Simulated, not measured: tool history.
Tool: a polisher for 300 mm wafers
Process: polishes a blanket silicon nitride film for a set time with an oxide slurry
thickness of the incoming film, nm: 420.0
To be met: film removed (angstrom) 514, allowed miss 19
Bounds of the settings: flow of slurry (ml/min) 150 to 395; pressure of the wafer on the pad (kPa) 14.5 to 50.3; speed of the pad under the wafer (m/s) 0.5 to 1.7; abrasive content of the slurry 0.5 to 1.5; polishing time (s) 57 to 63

| run | hour | flow of slurry (ml/min) | pressure of the wafer on the pad (kPa) | speed of the pad under the wafer (m/s) | abrasive content of the slurry | polishing time (s) | film removed (angstrom) |
|---|---|---|---|---|---|---|---|
| 1 | 0 | 250 | 32.4 | 1.1 | 1 | 63 | 678.54 |
| 2 | 7.1 | 280 | 32.4 | 1.1 | 1 | 63 | 683.22 |
| 3 | 11.9 | 280 | 32.4 | 1.1 | 1 | 63 | 686.75 |
| 4 | 17 | 280 | 26.9 | 1.1 | 1 | 63 | 584.92 |
| 5 | 25.2 | 280 | 20 | 1.1 | 1 | 63 | 446.1 |
| 6 | 29.7 | 280 | 20 | 0.82 | 1 | 63 | 356.33 |
| 7 | 30.3 | 280 | 21.4 | 0.82 | 1 | 63 | 371.72 |
| 8 | 34.6 | 280 | 22.8 | 0.82 | 1 | 63 | 404.7 |
| 9 | 42.5 | 285 | 23.4 | 0.82 | 1 | 63 | 405.33 |
| 10 | 49.2 | 285 | 24.1 | 0.82 | 1 | 63 | 420.79 |
| 11 | 55.2 | 290 | 24.8 | 0.82 | 1 | 63 | 422.15 |
| 12 | 60.2 | 290 | 25.5 | 0.82 | 1 | 63 | 437.7 |
|  | 60.9 | head pressure recalibrated |
| 13 | 60.9 | 290 | 25.5 | 0.82 | 1 | 63 | 404.05 |
| 14 | 67.7 | 295 | 34.5 | 0.84 | 1 | 63 | 554.52 |
| 15 | 75.8 | 295 | 33.8 | 0.84 | 1 | 63 | 528.48 |

5 next moves are on the table. One of them brings every result within its allowed miss. Which?
| A | 83.9 | 280 | 37.9 | 0.92 | 1 | 57 | ? |
| B | 83.9 | 345 | 33.1 | 0.88 | 1.1 | 63 | ? |
| C | 83.9 | 300 | 31 | 0.8 | 1 | 63 | ? |
| D | 83.9 | 360 | 33.8 | 0.88 | 0.95 | 63 | ? |
| E | 83.9 | 295 | 31.7 | 0.88 | 1 | 62 | ? |

| move | film removed (angstrom) |
|---|---|
| A | 565.96 |
| B | 564.3 |
| C | 469.51 |
| D | 544.57 |
| E | 507.8 |
A: further off than the last run
B: further off than the last run
C: takes the result that was furthest off past its target
D: further off than the last run
E: meets every target
Move E is the one to make.
